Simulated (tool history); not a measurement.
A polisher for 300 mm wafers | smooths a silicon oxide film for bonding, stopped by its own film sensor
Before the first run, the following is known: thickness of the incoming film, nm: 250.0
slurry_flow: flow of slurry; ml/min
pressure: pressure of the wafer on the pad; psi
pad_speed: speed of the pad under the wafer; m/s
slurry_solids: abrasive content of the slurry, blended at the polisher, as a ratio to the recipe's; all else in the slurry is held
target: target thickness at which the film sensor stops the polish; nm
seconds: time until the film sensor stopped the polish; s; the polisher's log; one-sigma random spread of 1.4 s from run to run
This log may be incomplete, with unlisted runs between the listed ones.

run,hour,slurry_flow,pressure,pad_speed,slurry_solids,target,seconds
1,0,305,1.7,0.84,1,216,64.357
2,3.3,305,1.7,1.04,1,216,53.146
3,4.4,240,1.7,1.04,1,216,54.786
4,12.6,240,1.7,1.04,0.9,216,55.241
5,21.3,240,1.5,1.02,0.9,216,64.788
6,26.5,240,1.3,1.02,0.9,216,72.526
7,31.6,240,1.2,1,0.9,216,81.466
8,38.3,240,1.1,1,0.9,216,86.839

What will run 9 give?
9,46.2,240,1,1,0.9,216,?

{"run 9": {"seconds": 97.294}}
